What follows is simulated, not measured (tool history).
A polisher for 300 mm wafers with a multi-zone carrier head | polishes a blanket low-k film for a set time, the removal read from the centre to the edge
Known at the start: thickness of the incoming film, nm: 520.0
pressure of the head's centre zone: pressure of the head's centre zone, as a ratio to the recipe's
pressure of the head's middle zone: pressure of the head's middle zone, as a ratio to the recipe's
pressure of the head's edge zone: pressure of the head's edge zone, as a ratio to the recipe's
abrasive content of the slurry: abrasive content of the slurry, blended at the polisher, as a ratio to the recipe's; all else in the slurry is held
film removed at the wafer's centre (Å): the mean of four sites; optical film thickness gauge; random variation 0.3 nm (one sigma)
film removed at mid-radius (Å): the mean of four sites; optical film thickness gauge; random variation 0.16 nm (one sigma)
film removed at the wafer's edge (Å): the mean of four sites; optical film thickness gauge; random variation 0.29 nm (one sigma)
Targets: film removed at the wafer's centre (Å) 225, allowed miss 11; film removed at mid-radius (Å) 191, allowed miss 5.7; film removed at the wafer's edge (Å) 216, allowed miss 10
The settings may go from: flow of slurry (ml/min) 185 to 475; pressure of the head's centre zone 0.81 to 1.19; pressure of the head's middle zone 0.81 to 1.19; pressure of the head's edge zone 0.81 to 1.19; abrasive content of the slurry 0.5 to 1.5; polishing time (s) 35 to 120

run	hour	flow of slurry (ml/min)	pressure of the head's centre zone	pressure of the head's middle zone	pressure of the head's edge zone	abrasive content of the slurry	polishing time (s)	film removed at the wafer's centre (Å)	film removed at mid-radius (Å)	film removed at the wafer's edge (Å)
1	0	305	1	1	1	1	77	399.61	402.13	408.6
2	1.1	300	1	0.97	0.98	0.9	71	348.39	341.89	345.43
3	4.6	295	1	0.94	0.99	0.8	68	323.7	297.27	321.36
4	6.1	255	1	0.94	0.99	0.8	68	314.69	292.59	312.5
5	8.1	255	0.92	0.94	0.99	0.8	68	290.56	300.83	315.04
6	11.7	255	0.92	0.94	0.99	0.9	68	314.94	314.36	332.93
7	18.4	250	0.93	0.92	0.97	0.8	66	279.72	283.18	297.93
8	25	250	0.93	0.92	0.97	0.8	66	281.36	277.58	304.29
9	32.4	245	0.96	0.92	0.95	0.75	64	269.79	263.47	284.39

5 next moves are on the table. One of them brings every result within its allowed miss. Which?
A	39.8	235	0.81	1.02	0.83	0.7	83	?	?	?
B	39.8	250	0.92	0.82	0.92	0.65	54	?	?	?
C	39.8	320	1.02	0.85	0.94	0.6	54	?	?	?
D	39.8	200	1.02	0.94	0.92	0.85	48	?	?	?
E	39.8	240	1.07	0.82	1.08	0.65	55	?	?	?

move	film removed at the wafer's centre (Å)	film removed at mid-radius (Å)	film removed at the wafer's edge (Å)
A	287.28	357.41	338.47
B	205.61	187.6	223.21
C	224.24	189.26	219.59
D	225.99	208.36	222.64
E	242.67	190.05	244.2
A: further off than the last run
B: brings the result that was furthest off to its target, and leaves another outside
C: meets every target
D: nearer than the last run, and not there yet
E: brings the result that was furthest off to its target, and leaves another outside
Answer: C
